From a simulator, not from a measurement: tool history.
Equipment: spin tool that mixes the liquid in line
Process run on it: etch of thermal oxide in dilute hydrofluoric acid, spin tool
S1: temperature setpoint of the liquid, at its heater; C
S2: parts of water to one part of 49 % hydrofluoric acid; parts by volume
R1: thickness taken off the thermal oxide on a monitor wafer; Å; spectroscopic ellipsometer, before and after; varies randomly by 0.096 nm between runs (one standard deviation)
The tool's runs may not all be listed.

Run 1, hour 0: S1 23 C, S2 205 parts by volume, time under the liquid (s) 305. Result: R1 64.68 Å.
Run 2, hour 2.2: S1 23 C, S2 235 parts by volume, time under the liquid (s) 305. Result: R1 55.406 Å.
Run 3, hour 7.6: S1 24.5 C, S2 220 parts by volume, time under the liquid (s) 305. Result: R1 62.383 Å.
Run 4, hour 14.2: S1 26 C, S2 220 parts by volume, time under the liquid (s) 305. Result: R1 65.585 Å.
Run 5, hour 15.4: S1 26 C, S2 165 parts by volume, time under the liquid (s) 305. Result: R1 92.879 Å.
Run 6, hour 19.5: S1 26 C, S2 135 parts by volume, time under the liquid (s) 305. Result: R1 119.31 Å.
Run 7, hour 27.1: S1 25.5 C, S2 135 parts by volume, time under the liquid (s) 305. Result: R1 116.67 Å.

The next listed run, before its measurement:
Run 8, hour 35.8: S1 25 C, S2 135 parts by volume, time under the liquid (s) 305. Result: R1 ?.

R1: 113.4 Å
